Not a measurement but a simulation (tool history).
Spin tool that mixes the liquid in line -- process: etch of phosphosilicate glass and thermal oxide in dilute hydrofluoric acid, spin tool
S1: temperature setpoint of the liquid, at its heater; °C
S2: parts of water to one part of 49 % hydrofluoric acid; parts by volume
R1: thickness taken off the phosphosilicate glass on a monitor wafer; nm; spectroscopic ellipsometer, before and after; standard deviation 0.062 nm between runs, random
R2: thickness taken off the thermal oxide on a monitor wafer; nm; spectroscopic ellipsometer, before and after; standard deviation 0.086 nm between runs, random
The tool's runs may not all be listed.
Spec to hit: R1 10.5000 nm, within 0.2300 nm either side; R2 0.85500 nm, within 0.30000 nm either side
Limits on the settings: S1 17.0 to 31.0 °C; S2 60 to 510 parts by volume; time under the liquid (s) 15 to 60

run 1 hour=0.0 | S1=23.0 S2=285 time_under_the_liquid_(s)=30 | R1=4.8742 R2=0.37080
run 2 hour=4.8 | S1=20.0 S2=285 time_under_the_liquid_(s)=30 | R1=4.3926 R2=0.36918
run 3 hour=12.2 | S1=20.0 S2=245 time_under_the_liquid_(s)=30 | R1=5.3352 R2=0.40991
run 4 hour=14.5 | S1=18.5 S2=245 time_under_the_liquid_(s)=30 | R1=4.9586 R2=0.46280
run 5 hour=20.3 | S1=18.5 S2=175 time_under_the_liquid_(s)=30 | R1=7.4069 R2=0.57317
run 6 hour=26.6 | S1=18.5 S2=85 time_under_the_liquid_(s)=30 | R1=16.9350 R2=1.29210
run 7 hour=29.1 | S1=18.5 S2=90 time_under_the_liquid_(s)=30 | R1=16.0460 R2=1.26600
run 8 hour=37.4 | S1=18.5 S2=90 time_under_the_liquid_(s)=30 | R1=15.8880 R2=1.34840
run 9 hour=42.9 | S1=18.5 S2=95 time_under_the_liquid_(s)=30 | R1=14.9310 R2=1.04270
run 10 hour=47.4 | S1=18.5 S2=100 time_under_the_liquid_(s)=30 | R1=14.2080 R2=1.28320
run 11 hour=48.1 | S1=18.5 S2=105 time_under_the_liquid_(s)=30 | R1=13.1990 R2=0.92251
run 12 hour=50.2 | S1=17.5 S2=115 time_under_the_liquid_(s)=30 | R1=11.6440 R2=0.83771
run 13 hour=57.9 | S1=17.5 S2=120 time_under_the_liquid_(s)=30 | R1=10.9130 R2=1.02490

5 candidate next runs follow, results not yet known. Just one meets every target within its allowed miss. Identify it.
run A hour=65.6 | S1=17.5 S2=155 time_under_the_liquid_(s)=40 | R1=? R2=?
run B hour=65.6 | S1=17.0 S2=105 time_under_the_liquid_(s)=25 | R1=? R2=?
run C hour=65.6 | S1=17.5 S2=115 time_under_the_liquid_(s)=30 | R1=? R2=?
run D hour=65.6 | S1=19.5 S2=125 time_under_the_liquid_(s)=30 | R1=? R2=?
run E hour=65.6 | S1=21.5 S2=95 time_under_the_liquid_(s)=20 | R1=? R2=?

move=A R1=10.9660 R2=0.87211
move=B R1=10.4190 R2=0.82865
move=C R1=11.5380 R2=0.91760
move=D R1=11.4050 R2=0.90702
move=E R1=11.2190 R2=0.89230
A: lands further from the targets than the last run did
B: all results land within tolerance of their targets
C: lands further from the targets than the last run did
D: lands further from the targets than the last run did
E: lands further from the targets than the last run did
Correct choice: B, which meets every target
